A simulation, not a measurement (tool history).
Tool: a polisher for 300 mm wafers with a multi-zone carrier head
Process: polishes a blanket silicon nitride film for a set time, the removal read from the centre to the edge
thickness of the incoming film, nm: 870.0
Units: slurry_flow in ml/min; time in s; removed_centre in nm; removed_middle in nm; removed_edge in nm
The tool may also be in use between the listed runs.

run,hour,slurry_flow,centre_zone,middle_zone,edge_zone,time,removed_centre,removed_middle,removed_edge
1,0.0,205,1.00,1.00,1.00,65,147.340,151.80,150.830
2,7.5,195,0.95,0.98,0.96,55,118.370,125.59,125.090
3,10.6,185,0.91,0.97,0.93,48,98.005,108.75,107.090
4,12.0,185,0.91,0.90,0.93,48,98.738,104.36,105.990
5,18.2,185,0.91,0.90,1.01,48,100.820,104.50,109.320
6,25.8,175,0.88,0.89,0.97,45,88.685,97.29,99.917

The next listed run, before its measurement:
7,27.9,165,0.86,0.87,0.93,43,?,?,?

{"run 7": {"removed_centre": 80.502, "removed_middle": 89.15, "removed_edge": 93.519}}

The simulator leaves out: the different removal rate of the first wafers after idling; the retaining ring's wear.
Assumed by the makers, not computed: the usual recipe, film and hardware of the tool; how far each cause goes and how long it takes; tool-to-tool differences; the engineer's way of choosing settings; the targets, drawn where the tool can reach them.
